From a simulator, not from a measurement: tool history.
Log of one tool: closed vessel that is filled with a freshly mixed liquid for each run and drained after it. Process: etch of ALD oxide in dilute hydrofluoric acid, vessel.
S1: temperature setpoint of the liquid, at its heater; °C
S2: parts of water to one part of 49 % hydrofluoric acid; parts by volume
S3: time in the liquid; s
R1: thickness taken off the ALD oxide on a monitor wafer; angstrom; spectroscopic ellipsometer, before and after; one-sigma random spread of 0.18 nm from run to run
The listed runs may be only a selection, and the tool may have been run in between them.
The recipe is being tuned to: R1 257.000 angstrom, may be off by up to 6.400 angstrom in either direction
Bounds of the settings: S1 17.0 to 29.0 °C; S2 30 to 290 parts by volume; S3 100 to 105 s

run 1 day=0.000 | S1=21.0 S2=160 S3=100 | R1=120.590
run 2 day=0.179 | S1=22.5 S2=150 S3=100 | R1=137.390
run 3 day=0.496 | S1=22.5 S2=205 S3=100 | R1=94.436
run 4 day=0.571 | S1=22.5 S2=205 S3=105 | R1=99.064
run 5 day=0.712 | S1=23.5 S2=190 S3=105 | R1=114.330
run 6 day=0.954 | S1=24.5 S2=175 S3=105 | R1=130.610
run 7 day=1.171 | S1=25.0 S2=160 S3=105 | R1=147.910
run 8 day=1.242 | S1=25.5 S2=150 S3=105 | R1=160.140
run 9 day=1.433 | S1=26.0 S2=140 S3=105 | R1=180.610
run 10 day=1.612 | S1=29.0 S2=105 S3=105 | R1=281.280

Consider the 5 candidate settings below. Which is the only one whose results all fall within their allowed miss of target?
run A day=1.792 | S1=29.0 S2=115 S3=100 | R1=?
run B day=1.792 | S1=27.5 S2=95 S3=105 | R1=?
run C day=1.792 | S1=28.5 S2=110 S3=100 | R1=?
run D day=1.792 | S1=29.0 S2=95 S3=100 | R1=?
run E day=1.792 | S1=27.0 S2=105 S3=105 | R1=?

move=A R1=236.960
move=B R1=292.290
move=C R1=244.770
move=D R1=294.810
move=E R1=256.000
A: the result that was furthest off in the last run now lies on the other side of its target
B: moves away from the targets compared with the last run
C: the result that was furthest off in the last run now lies on the other side of its target
D: moves away from the targets compared with the last run
E: in spec on every target
Answer: E
